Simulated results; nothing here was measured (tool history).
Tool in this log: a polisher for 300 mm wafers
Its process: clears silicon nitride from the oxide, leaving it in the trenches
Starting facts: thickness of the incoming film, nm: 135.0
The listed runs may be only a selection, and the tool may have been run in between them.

| run | hour | flow of slurry (ml/min) | pressure of the wafer on the pad (kPa) | speed of the pad under the wafer (m/s) | overpolish time after the end point (s) | time until the end point was called (s) |
|---|---|---|---|---|---|---|
| 1 | 0 | 160 | 22.8 | 0.96 | 28 | 138.85 |
| 2 | 7.5 | 160 | 22.8 | 1.18 | 28 | 114.75 |
| 3 | 13.1 | 160 | 22.8 | 1.18 | 30 | 116.22 |
| 4 | 22 | 160 | 23.4 | 1.18 | 30 | 110.61 |
| 5 | 30.7 | 160 | 19.3 | 1.18 | 30 | 131.6 |
| 6 | 37.3 | 160 | 20.7 | 1.2 | 30 | 125.7 |
|  | 43.8 | slurry nozzle cleaned |
| 7 | 43.8 | 160 | 22.1 | 1.2 | 30 | 107.42 |

Forecast run 8:
| 8 | 47.7 | 160 | 22.8 | 1.2 | 30 | ? |

time until the end point was called (s): 107.96
